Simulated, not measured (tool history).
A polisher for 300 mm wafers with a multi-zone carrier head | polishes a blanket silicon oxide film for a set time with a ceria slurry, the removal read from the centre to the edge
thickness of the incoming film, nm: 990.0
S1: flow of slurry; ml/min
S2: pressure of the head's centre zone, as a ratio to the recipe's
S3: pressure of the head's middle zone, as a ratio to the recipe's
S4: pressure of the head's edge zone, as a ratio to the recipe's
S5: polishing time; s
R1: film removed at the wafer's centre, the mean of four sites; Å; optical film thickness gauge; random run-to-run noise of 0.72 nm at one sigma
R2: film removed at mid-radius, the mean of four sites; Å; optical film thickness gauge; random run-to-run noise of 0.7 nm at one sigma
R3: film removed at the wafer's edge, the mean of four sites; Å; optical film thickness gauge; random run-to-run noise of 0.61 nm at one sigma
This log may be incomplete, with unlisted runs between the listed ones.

| run | day | S1 | S2 | S3 | S4 | S5 | R1 | R2 | R3 |
|---|---|---|---|---|---|---|---|---|---|
| 1 | 0 | 190 | 1 | 1 | 1 | 67 | 1599.2 | 1526.5 | 1558.5 |
| 2 | 0.283 | 180 | 0.97 | 0.97 | 0.96 | 57 | 1290.4 | 1265.5 | 1320.6 |
| 3 | 0.367 | 170 | 0.97 | 0.95 | 0.93 | 50 | 1131.4 | 1093.7 | 1118.7 |
| 4 | 0.496 | 215 | 0.97 | 0.95 | 0.93 | 50 | 1167.3 | 1105.3 | 1149.9 |
| 5 | 0.817 | 215 | 0.97 | 0.95 | 0.93 | 59 | 1362.7 | 1317.4 | 1346.8 |
| 6 | 0.979 | 205 | 0.95 | 0.92 | 0.91 | 52 | 1176.3 | 1112 | 1161.9 |
| 7 | 1.158 | 195 | 0.92 | 0.89 | 0.88 | 48 | 1070 | 995.76 | 1069.5 |

Run 8 is up next; what results do you expect?
| 8 | 1.221 | 185 | 0.9 | 0.88 | 0.86 | 45 | ? | ? | ? |

R1: 965.55 Å
R2: 913.37 Å
R3: 977.21 Å
